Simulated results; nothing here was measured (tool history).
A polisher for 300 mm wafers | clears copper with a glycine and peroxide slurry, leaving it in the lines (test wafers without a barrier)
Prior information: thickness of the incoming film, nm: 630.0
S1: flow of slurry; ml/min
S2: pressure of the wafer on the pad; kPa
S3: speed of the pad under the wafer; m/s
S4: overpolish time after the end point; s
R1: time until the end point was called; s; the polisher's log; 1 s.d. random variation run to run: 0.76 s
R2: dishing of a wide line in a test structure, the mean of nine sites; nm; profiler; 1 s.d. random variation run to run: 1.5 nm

run	day	S1	S2	S3	S4	R1	R2
1	0.000	235	11.7	1.16	21	130.040	53.075
2	0.167	240	13.1	1.16	21	118.470	53.565
3	0.354	240	13.8	1.16	22	114.570	58.611
4	0.529	240	13.8	1.16	16	115.300	48.456
5	0.900	240	14.5	1.16	17	111.560	51.411
6	1.229	240	14.5	1.16	10	110.260	36.324
7	1.500	240	15.2	1.16	12	106.590	41.016
8	1.775	240	15.9	1.16	14	101.590	48.695
9	1.933	240	16.5	1.16	15	99.021	53.243
10	2.033	240	17.2	1.16	16	96.180	54.566

Forecast run 11:
11	2.229	245	17.2	1.16	17	?	?

{"run 11": {"R1": 95.462, "R2": 57.895}}
